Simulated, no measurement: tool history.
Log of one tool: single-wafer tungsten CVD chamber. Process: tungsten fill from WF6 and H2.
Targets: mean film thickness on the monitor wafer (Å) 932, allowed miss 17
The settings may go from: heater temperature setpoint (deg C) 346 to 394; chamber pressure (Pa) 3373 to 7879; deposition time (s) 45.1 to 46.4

| run | hour | heater temperature setpoint (deg C) | chamber pressure (Pa) | deposition time (s) | mean film thickness on the monitor wafer (Å) |
|---|---|---|---|---|---|
| 1 | 0 | 370 | 5626 | 45.1 | 733.31 |
| 2 | 6.7 | 370 | 6279 | 45.1 | 779.79 |
| 3 | 12.9 | 370 | 6279 | 45.1 | 777.86 |
| 4 | 13.7 | 371 | 6279 | 45.1 | 796.07 |
| 5 | 19.3 | 371 | 6706 | 45.1 | 821.57 |
| 6 | 22.5 | 372 | 6706 | 45.1 | 843.28 |
| 7 | 25.8 | 373 | 6706 | 45.1 | 858.99 |
| 8 | 29.1 | 374 | 6706 | 45.1 | 878.78 |

Which of these 5 next moves meets every target?
| A | 32.4 | 374 | 6546 | 46.4 | ? |
| B | 32.4 | 373 | 6999 | 45.6 | ? |
| C | 32.4 | 376 | 5999 | 45.1 | ? |
| D | 32.4 | 376 | 6533 | 45.9 | ? |
| E | 32.4 | 371 | 6199 | 46.4 | ? |

| move | mean film thickness on the monitor wafer (Å) |
|---|---|
| A | 897.73 |
| B | 890.26 |
| C | 875.04 |
| D | 928.33 |
| E | 816.09 |
A: nearer than the last run, and not there yet
B: nearer than the last run, and not there yet
C: further off than the last run
D: meets every target
E: further off than the last run
Move D is the one to make.
